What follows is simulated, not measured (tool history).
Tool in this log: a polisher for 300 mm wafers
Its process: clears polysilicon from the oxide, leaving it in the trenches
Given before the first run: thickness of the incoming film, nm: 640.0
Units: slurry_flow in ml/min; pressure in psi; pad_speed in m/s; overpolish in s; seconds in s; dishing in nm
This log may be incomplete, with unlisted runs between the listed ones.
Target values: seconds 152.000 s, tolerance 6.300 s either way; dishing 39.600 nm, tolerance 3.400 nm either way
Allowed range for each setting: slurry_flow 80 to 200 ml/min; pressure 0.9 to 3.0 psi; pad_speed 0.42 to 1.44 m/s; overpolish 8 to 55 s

run,hour,slurry_flow,pressure,pad_speed,overpolish,seconds,dishing
1,0.0,130,1.9,0.92,28,63.603,38.656
2,4.1,130,1.8,0.88,28,70.211,42.873
3,6.8,125,1.7,0.84,25,76.204,40.899
4,9.1,120,1.6,0.80,23,84.213,39.469
5,11.8,120,1.3,0.80,23,98.176,40.919
6,14.2,120,1.3,0.80,18,96.929,38.429
7,19.7,120,1.2,0.78,18,105.190,38.704
8,27.7,120,1.2,0.76,18,109.860,35.664
9,32.0,120,1.2,0.76,18,108.100,36.564
10,34.1,120,1.2,0.74,19,112.080,38.490

Of the 5 settings listed for the next run, only one would bring every result within its allowed miss of target. Which one?
A,36.2,140,1.2,0.78,14,?,?
B,36.2,130,1.7,0.84,39,?,?
C,36.2,100,0.9,0.70,33,?,?
D,36.2,115,0.9,0.54,29,?,?
E,36.2,110,1.1,0.54,45,?,?

move,seconds,dishing
A,103.820,35.821
B,76.148,40.370
C,151.030,39.202
D,186.520,37.114
E,165.490,39.884
A: further off than the last run
B: further off than the last run
C: hits every target within its allowed miss
D: takes the biggest miss from the last run beyond its target
E: takes the biggest miss from the last run beyond its target
Correct choice: C, which meets every target
